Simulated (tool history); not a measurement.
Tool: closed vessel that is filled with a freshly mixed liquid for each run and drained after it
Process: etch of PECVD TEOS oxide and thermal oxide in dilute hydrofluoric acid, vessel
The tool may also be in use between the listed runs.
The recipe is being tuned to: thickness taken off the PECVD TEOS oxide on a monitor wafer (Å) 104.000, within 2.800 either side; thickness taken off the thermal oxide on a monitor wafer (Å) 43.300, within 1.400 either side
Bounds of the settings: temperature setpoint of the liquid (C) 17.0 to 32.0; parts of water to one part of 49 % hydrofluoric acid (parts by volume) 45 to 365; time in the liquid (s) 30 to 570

run	hour	temperature setpoint of the liquid (C)	parts of water to one part of 49 % hydrofluoric acid (parts by volume)	time in the liquid (s)	thickness taken off the PECVD TEOS oxide on a monitor wafer (Å)	thickness taken off the thermal oxide on a monitor wafer (Å)
1	0.0	24.0	205	290	154.080	64.958
2	2.3	24.0	155	290	213.960	90.447
3	10.9	24.0	115	290	305.400	127.160
4	19.7	27.0	115	290	341.940	143.820
5	25.6	25.5	130	290	282.600	118.980
6	31.1	25.5	130	380	370.520	154.420
7	34.9	21.5	210	380	181.630	75.405
8	36.4	21.0	215	380	171.840	71.076
9	44.4	21.0	215	380	171.240	71.713
10	50.8	20.5	220	380	165.840	68.632
11	53.0	20.0	225	380	158.400	63.732
12	56.6	20.0	235	380	146.210	61.427

Which single option among these 4 for the next run brings every result within its allowed miss of target? Just one does.
A	60.2	24.0	165	140	?	?
B	60.2	27.0	305	540	?	?
C	60.2	17.0	240	310	?	?
D	60.2	20.5	285	315	?	?

move	thickness taken off the PECVD TEOS oxide on a monitor wafer (Å)	thickness taken off the thermal oxide on a monitor wafer (Å)
A	97.060	40.577
B	193.910	81.068
C	104.830	43.827
D	98.347	41.115
A: the result that was furthest off in the last run now lies on the other side of its target
B: misses by more than the last run did
C: in spec on every target
D: the result that was furthest off in the last run now lies on the other side of its target
So the answer is move C, the one that meets all the targets.

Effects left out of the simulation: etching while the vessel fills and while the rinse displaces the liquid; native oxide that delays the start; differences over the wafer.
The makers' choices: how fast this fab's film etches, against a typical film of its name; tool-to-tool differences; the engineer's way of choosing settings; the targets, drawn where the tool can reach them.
